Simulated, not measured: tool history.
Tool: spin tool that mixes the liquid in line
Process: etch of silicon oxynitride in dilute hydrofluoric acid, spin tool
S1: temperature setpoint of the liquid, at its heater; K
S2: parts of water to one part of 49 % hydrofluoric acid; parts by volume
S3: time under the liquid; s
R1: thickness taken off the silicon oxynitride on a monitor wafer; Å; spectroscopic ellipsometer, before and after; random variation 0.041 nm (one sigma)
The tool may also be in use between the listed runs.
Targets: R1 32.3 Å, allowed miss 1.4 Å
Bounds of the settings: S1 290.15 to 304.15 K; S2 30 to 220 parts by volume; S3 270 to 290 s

run    day      S1   S2   S3      R1
  1      0  296.15  125  270  42.758
  2  0.129  294.65  125  270   39.34
  3  0.388  294.15  125  270  39.087
  4  0.483  294.15  125  270  38.992
  5  0.792  295.65  125  270  42.939
  6  1.075  295.15  125  270  41.786
  7  1.238  294.65  125  270  40.895
  8  1.317  294.15  125  270  39.607
  9  1.554  293.65  125  270  38.048
 10  1.896  293.15  125  270  38.076
 11  1.933  292.65  125  270  36.332

Which of these 4 next moves meets every target?
  A  1.971  296.15  165  275   ?
  B  1.971  291.15  115  290   ?
  C  1.971  292.65  130  280   ?
  D  1.971  293.65  115  285   ?

move      R1
   A  32.326
   B  39.928
   C  36.327
   D  44.336
A: meets every target
B: further off than the last run
C: as far off as the last run
D: further off than the last run
Answer: A
